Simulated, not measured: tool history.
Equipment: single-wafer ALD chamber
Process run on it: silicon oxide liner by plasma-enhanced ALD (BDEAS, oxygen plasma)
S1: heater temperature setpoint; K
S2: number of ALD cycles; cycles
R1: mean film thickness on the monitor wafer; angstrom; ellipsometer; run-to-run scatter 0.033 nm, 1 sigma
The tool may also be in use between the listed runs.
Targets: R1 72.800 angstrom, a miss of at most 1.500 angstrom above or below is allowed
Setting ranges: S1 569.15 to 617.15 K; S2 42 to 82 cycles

run,hour,S1,S2,R1
1,0.0,593.15,62,56.558
2,8.3,592.15,66,60.265
3,15.9,599.15,66,60.029
4,18.5,599.15,58,53.073
5,22.9,599.15,64,58.470
6,27.7,599.15,68,61.060
7,30.5,598.15,71,64.723
8,37.8,598.15,73,66.181
9,44.3,598.15,75,68.312

Of the 5 settings listed for the next run, only one would bring every result within its allowed miss of target. Which one?
A,50.8,583.15,82,?
B,50.8,595.15,82,?
C,50.8,596.15,76,?
D,50.8,579.15,65,?
E,50.8,599.15,80,?

move,R1
A,75.961
B,74.797
C,69.234
D,60.521
E,72.595
A: carries the result that was furthest off beyond its target, to the other side
B: carries the result that was furthest off beyond its target, to the other side
C: closes in on the targets versus the last run, not all within tolerance yet
D: further off than the last run
E: every result lands within tolerance
The move that meets every target is E.

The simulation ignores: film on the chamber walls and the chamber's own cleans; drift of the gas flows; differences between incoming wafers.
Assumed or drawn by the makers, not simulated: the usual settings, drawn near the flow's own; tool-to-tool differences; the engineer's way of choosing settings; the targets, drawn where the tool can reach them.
